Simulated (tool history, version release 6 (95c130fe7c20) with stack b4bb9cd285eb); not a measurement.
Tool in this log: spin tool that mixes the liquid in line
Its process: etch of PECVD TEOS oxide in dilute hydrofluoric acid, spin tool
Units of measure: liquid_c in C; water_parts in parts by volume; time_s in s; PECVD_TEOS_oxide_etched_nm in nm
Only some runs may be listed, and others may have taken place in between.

Run 1, day 0: liquid_c 21 C, water_parts 75 parts by volume, time_s 75 s. Result: PECVD_TEOS_oxide_etched_nm 10.955 nm.
Run 2, day 0.071: liquid_c 21 C, water_parts 75 parts by volume, time_s 55 s. Result: PECVD_TEOS_oxide_etched_nm 8.1249 nm.
Run 3, day 0.304: liquid_c 21 C, water_parts 100 parts by volume, time_s 55 s. Result: PECVD_TEOS_oxide_etched_nm 5.8847 nm.
Run 4, day 0.646: liquid_c 21 C, water_parts 120 parts by volume, time_s 55 s. Result: PECVD_TEOS_oxide_etched_nm 4.755 nm.
Run 5, day 0.696: liquid_c 22 C, water_parts 105 parts by volume, time_s 55 s. Result: PECVD_TEOS_oxide_etched_nm 5.7727 nm.
Run 6, day 0.912: liquid_c 23 C, water_parts 90 parts by volume, time_s 55 s. Result: PECVD_TEOS_oxide_etched_nm 7.1482 nm.
Run 7, day 1.121: liquid_c 23.5 C, water_parts 80 parts by volume, time_s 55 s. Result: PECVD_TEOS_oxide_etched_nm 8.2995 nm.
Run 8, day 1.321: liquid_c 24 C, water_parts 70 parts by volume, time_s 55 s. Result: PECVD_TEOS_oxide_etched_nm 9.7919 nm.
Run 9, day 1.583: liquid_c 24.5 C, water_parts 60 parts by volume, time_s 55 s. Result: PECVD_TEOS_oxide_etched_nm 11.869 nm.
Run 10, day 1.825: liquid_c 25 C, water_parts 55 parts by volume, time_s 55 s. Result: PECVD_TEOS_oxide_etched_nm 13.208 nm.
Run 11, day 2.133: liquid_c 25.5 C, water_parts 50 parts by volume, time_s 55 s. Result: PECVD_TEOS_oxide_etched_nm 15.092 nm.
Run 12, day 2.275: liquid_c 26 C, water_parts 50 parts by volume, time_s 55 s. Result: PECVD_TEOS_oxide_etched_nm 15.27 nm.
Run 13, day 2.438: liquid_c 26.5 C, water_parts 50 parts by volume, time_s 55 s. Result: PECVD_TEOS_oxide_etched_nm 15.564 nm.
Run 14, day 2.8: liquid_c 27 C, water_parts 50 parts by volume, time_s 55 s. Result: PECVD_TEOS_oxide_etched_nm 15.901 nm.
Run 15, day 2.988: liquid_c 27 C, water_parts 50 parts by volume, time_s 55 s. Result: PECVD_TEOS_oxide_etched_nm 16.047 nm.

Run 16 comes next. What will it give?
Run 16, day 3.217: liquid_c 27.5 C, water_parts 50 parts by volume, time_s 55 s. Result: PECVD_TEOS_oxide_etched_nm ?.

{"run 16": {"PECVD_TEOS_oxide_etched_nm": 16.336}}
